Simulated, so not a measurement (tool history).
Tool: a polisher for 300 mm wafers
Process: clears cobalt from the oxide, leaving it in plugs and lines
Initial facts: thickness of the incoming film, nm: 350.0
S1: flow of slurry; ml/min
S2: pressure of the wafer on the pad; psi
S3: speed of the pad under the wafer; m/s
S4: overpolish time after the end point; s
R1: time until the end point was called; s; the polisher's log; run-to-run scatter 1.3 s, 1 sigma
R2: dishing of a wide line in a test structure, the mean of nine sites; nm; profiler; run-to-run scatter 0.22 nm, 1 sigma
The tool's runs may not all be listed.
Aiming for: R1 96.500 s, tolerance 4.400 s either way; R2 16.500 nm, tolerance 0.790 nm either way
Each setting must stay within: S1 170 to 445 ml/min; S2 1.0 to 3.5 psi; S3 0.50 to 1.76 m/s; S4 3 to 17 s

{"run": 1, "hour": 0.0, "S1": 285, "S2": 2.2, "S3": 1.12, "S4": 9, "R1": 61.971, "R2": 34.211}
{"run": 2, "hour": 2.8, "S1": 285, "S2": 2.0, "S3": 1.1, "S4": 7, "R1": 66.622, "R2": 27.891}
{"run": 3, "hour": 6.6, "S1": 285, "S2": 2.3, "S3": 1.1, "S4": 7, "R1": 61.899, "R2": 29.249}
{"run": 4, "hour": 12.3, "S1": 285, "S2": 2.0, "S3": 1.1, "S4": 7, "R1": 69.02, "R2": 27.322}
{"run": 5, "hour": 15.3, "S1": 285, "S2": 1.8, "S3": 1.08, "S4": 6, "R1": 74.357, "R2": 24.152}
{"run": 6, "hour": 18.9, "S1": 285, "S2": 1.8, "S3": 1.08, "S4": 7, "R1": 73.847, "R2": 25.985}
{"run": 7, "hour": 26.4, "S1": 285, "S2": 1.7, "S3": 1.06, "S4": 6, "R1": 78.234, "R2": 22.844}
{"run": 8, "hour": 27.4, "S1": 285, "S2": 1.6, "S3": 1.06, "S4": 5, "R1": 80.118, "R2": 19.534}
{"run": 9, "hour": 32.3, "S1": 285, "S2": 1.5, "S3": 1.06, "S4": 5, "R1": 83.115, "R2": 18.567}
{"run": 10, "hour": 40.3, "S1": 285, "S2": 1.4, "S3": 1.06, "S4": 5, "R1": 88.434, "R2": 17.803}
{"run": 11, "hour": 43.5, "S1": 285, "S2": 1.3, "S3": 1.06, "S4": 5, "R1": 91.936, "R2": 17.108}

Exercise: of the 4 proposed moves below, exactly one satisfies all targets within the stated allowed misses. Which move is it?
{"run": "A", "hour": 46.7, "S1": 255, "S2": 1.1, "S3": 0.96, "S4": 5, "R1": "?", "R2": "?"}
{"run": "B", "hour": 46.7, "S1": 345, "S2": 2.0, "S3": 0.66, "S4": 5, "R1": "?", "R2": "?"}
{"run": "C", "hour": 46.7, "S1": 260, "S2": 1.0, "S3": 1.06, "S4": 5, "R1": "?", "R2": "?"}
{"run": "D", "hour": 46.7, "S1": 240, "S2": 1.0, "S3": 1.12, "S4": 6, "R1": "?", "R2": "?"}

move=A R1=110.490 R2=14.939
move=B R1=96.849 R2=16.679
move=C R1=107.580 R2=15.279
move=D R1=104.100 R2=18.255
A: the result that was furthest off in the last run now lies on the other side of its target
B: every result lands within tolerance
C: the result that was furthest off in the last run now lies on the other side of its target
D: the result that was furthest off in the last run now lies on the other side of its target
The right move is B.

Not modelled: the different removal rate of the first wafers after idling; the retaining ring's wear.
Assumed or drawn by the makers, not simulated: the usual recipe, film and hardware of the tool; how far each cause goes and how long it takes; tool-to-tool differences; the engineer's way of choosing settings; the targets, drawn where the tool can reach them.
